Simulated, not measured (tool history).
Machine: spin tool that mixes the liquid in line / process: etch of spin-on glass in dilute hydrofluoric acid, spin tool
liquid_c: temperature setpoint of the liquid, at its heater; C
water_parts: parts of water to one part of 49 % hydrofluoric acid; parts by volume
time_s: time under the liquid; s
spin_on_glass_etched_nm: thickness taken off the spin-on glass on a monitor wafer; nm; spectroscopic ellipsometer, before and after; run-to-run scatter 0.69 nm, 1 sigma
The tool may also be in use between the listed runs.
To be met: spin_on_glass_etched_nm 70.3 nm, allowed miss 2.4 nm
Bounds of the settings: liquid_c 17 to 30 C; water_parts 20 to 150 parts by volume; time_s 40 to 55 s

| run | day | liquid_c | water_parts | time_s | spin_on_glass_etched_nm |
|---|---|---|---|---|---|
| 1 | 0 | 22 | 85 | 55 | 23.712 |
| 2 | 0.296 | 19.5 | 85 | 55 | 21.119 |
| 3 | 0.612 | 20.5 | 80 | 55 | 23.529 |
| 4 | 0.704 | 21.5 | 75 | 55 | 26.457 |
| 5 | 0.838 | 21.5 | 75 | 40 | 19.534 |
| 6 | 1.154 | 19.5 | 75 | 40 | 17.691 |
| 7 | 1.4 | 21 | 70 | 40 | 20.305 |
| 8 | 1.633 | 22 | 65 | 40 | 22.831 |
| 9 | 1.667 | 23 | 60 | 40 | 26.016 |
| 10 | 2.042 | 27 | 30 | 55 | 87.395 |
| 11 | 2.075 | 26.5 | 30 | 55 | 86.191 |
| 12 | 2.262 | 26 | 30 | 55 | 83.966 |
| 13 | 2.575 | 25.5 | 30 | 55 | 83.591 |
| 14 | 2.804 | 25 | 30 | 55 | 81.239 |
| 15 | 3.05 | 24.5 | 30 | 55 | 79.043 |
| 16 | 3.371 | 24 | 30 | 55 | 76.041 |
| 17 | 3.492 | 23 | 30 | 55 | 74.063 |
| 18 | 3.762 | 22.5 | 30 | 55 | 73.499 |

Which of these 4 next moves meets every target?
| A | 4.033 | 25.5 | 35 | 55 | ? |
| B | 4.033 | 23 | 30 | 55 | ? |
| C | 4.033 | 21 | 20 | 40 | ? |
| D | 4.033 | 24 | 25 | 45 | ? |

| move | spin_on_glass_etched_nm |
|---|---|
| A | 70.126 |
| B | 74.22 |
| C | 75.303 |
| D | 76.51 |
A: every result within its allowed miss
B: moves away from the targets compared with the last run
C: moves away from the targets compared with the last run
D: moves away from the targets compared with the last run
Go with A: it meets all targets.
